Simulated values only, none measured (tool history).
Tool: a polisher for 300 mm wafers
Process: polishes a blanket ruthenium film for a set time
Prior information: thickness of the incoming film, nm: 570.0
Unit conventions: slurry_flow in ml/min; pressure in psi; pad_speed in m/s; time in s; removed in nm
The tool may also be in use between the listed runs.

run 1 day=0.000 | slurry_flow=165 pressure=2.0 pad_speed=0.94 time=30 | removed=36.899
run 2 day=0.162 | slurry_flow=165 pressure=2.3 pad_speed=0.94 time=30 | removed=42.978
run 3 day=0.446 | slurry_flow=165 pressure=2.3 pad_speed=0.94 time=28 | removed=40.030
run 4 day=0.500 | slurry_flow=165 pressure=2.3 pad_speed=1.12 time=28 | removed=46.611
run 5 day=0.746 | slurry_flow=165 pressure=2.3 pad_speed=1.12 time=30 | removed=48.790
run 6 day=0.858 | slurry_flow=140 pressure=2.3 pad_speed=1.12 time=30 | removed=48.093
run 7 day=1.112 | slurry_flow=140 pressure=2.1 pad_speed=1.10 time=30 | removed=43.953
run 8 day=1.250 | slurry_flow=140 pressure=1.9 pad_speed=1.06 time=30 | removed=38.115
run 9 day=1.412 | slurry_flow=135 pressure=1.3 pad_speed=1.02 time=30 | removed=25.525

Expected results for the next run?
run 10 day=1.621 | slurry_flow=135 pressure=1.2 pad_speed=1.02 time=30 | removed=?

removed: 23.349 nm

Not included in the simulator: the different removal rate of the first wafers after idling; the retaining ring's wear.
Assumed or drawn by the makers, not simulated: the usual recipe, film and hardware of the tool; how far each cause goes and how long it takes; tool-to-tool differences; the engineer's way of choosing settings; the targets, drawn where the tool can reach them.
